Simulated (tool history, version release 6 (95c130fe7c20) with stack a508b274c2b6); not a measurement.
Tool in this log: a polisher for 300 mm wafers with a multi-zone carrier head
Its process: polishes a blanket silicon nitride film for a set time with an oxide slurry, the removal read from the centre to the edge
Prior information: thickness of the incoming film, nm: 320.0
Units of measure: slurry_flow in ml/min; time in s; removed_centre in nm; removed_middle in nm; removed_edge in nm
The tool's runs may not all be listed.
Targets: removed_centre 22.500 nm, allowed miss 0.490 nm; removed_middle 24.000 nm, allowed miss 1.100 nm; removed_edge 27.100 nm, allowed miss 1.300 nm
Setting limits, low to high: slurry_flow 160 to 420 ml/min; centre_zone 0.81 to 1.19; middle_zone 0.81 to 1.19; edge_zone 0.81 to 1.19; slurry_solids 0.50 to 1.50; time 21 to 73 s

run    day  slurry_flow  centre_zone  middle_zone  edge_zone  slurry_solids  time  removed_centre  removed_middle  removed_edge
  1  0.000          270         1.00         1.00       1.00           1.00    47          28.521          27.668        27.920
  2  0.112          270         1.00         1.06       1.00           1.00    47          28.410          28.908        28.462
  3  0.142          270         1.07         1.06       1.00           1.00    47          30.242          29.273        27.865
  4  0.442          270         1.07         1.06       1.00           0.90    47          28.816          28.156        27.000
  5  0.642          330         1.07         1.06       1.00           0.90    47          29.421          28.173        27.630
  6  0.754          325         1.03         1.04       1.00           0.90    47          28.208          27.990        27.561
     0.788  -- worn pad replaced by a new one
  7  0.788          320         1.00         1.02       1.01           0.90    47          29.125          28.771        28.935
  8  1.054          315         0.97         1.00       1.01           0.85    46          26.703          27.055        27.590

Which of these 5 next moves meets every target?
  A  1.321          320         0.89         0.95       1.19           0.85    42               ?               ?             ?
  B  1.321          280         0.91         1.15       1.00           0.65    51               ?               ?             ?
  C  1.321          280         0.90         1.13       1.03           0.95    44               ?               ?             ?
  D  1.321          320         0.81         1.08       0.97           0.70    54               ?               ?             ?
  E  1.321          415         1.06         0.81       1.02           0.70    50               ?               ?             ?

move  removed_centre  removed_middle  removed_edge
   A          22.545          23.779        27.409
   B          23.559          27.708        25.909
   C          24.950          29.314        28.118
   D          23.587          29.844        28.686
   E          29.303          23.328        27.693
A: all results land within tolerance of their targets
B: better than the last run, though not everything is in spec
C: better than the last run, though not everything is in spec
D: better than the last run, though not everything is in spec
E: misses by more than the last run did
So the answer is move A, the one that meets all the targets.
